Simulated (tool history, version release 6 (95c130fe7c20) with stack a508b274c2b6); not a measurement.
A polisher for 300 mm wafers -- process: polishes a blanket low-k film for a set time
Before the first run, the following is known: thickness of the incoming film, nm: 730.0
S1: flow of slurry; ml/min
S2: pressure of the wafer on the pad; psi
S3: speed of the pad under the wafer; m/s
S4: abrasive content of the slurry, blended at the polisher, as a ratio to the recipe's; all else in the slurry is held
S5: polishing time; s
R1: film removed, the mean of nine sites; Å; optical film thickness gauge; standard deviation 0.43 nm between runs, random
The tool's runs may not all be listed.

Run 1, hour 0: S1 150 ml/min, S2 2.4 psi, S3 0.86 m/s, S4 1, S5 48 s. Result: R1 239.91 Å.
Run 2, hour 1.8: S1 180 ml/min, S2 2.4 psi, S3 0.86 m/s, S4 1, S5 48 s. Result: R1 242.96 Å.
Run 3, hour 7.8: S1 180 ml/min, S2 2.4 psi, S3 0.86 m/s, S4 1, S5 48 s. Result: R1 245.46 Å.
Run 4, hour 9.4: S1 180 ml/min, S2 2.7 psi, S3 0.86 m/s, S4 1, S5 48 s. Result: R1 275.64 Å.
Run 5, hour 15.6: S1 180 ml/min, S2 2.7 psi, S3 0.86 m/s, S4 1, S5 48 s. Result: R1 273.86 Å.
Run 6, hour 17: S1 180 ml/min, S2 2.9 psi, S3 0.88 m/s, S4 1, S5 48 s. Result: R1 297.04 Å.
Run 7, hour 19.5: S1 180 ml/min, S2 3.1 psi, S3 0.9 m/s, S4 1, S5 48 s. Result: R1 329.8 Å.
Run 8, hour 24.8: S1 180 ml/min, S2 3.2 psi, S3 0.9 m/s, S4 1, S5 48 s. Result: R1 333.36 Å.

For run 9, what comes out?
Run 9, hour 29.1: S1 180 ml/min, S2 3.3 psi, S3 0.92 m/s, S4 1, S5 48 s. Result: R1 ?.

{"run 9": {"R1": 356.23}}
